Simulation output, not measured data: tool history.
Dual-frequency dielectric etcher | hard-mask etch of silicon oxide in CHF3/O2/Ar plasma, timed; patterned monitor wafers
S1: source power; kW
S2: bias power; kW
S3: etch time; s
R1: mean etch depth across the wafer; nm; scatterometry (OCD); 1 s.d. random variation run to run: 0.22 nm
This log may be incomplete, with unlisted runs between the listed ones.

run  hour     S1     S2    S3      R1
  1   0.0  0.480  0.204  20.5  35.420
  2   2.5  0.480  0.188  20.5  34.572
  3   9.4  0.500  0.191  20.5  35.160
  4  10.8  0.500  0.174  20.5  34.468
  5  17.3  0.500  0.174  21.5  35.930
  6  22.7  0.510  0.176  21.5  36.345

Estimate the outcome of run 7 from the log above:
  7  31.4  0.520  0.178  21.5   ?

{"run 7": {"R1": 36.775}}

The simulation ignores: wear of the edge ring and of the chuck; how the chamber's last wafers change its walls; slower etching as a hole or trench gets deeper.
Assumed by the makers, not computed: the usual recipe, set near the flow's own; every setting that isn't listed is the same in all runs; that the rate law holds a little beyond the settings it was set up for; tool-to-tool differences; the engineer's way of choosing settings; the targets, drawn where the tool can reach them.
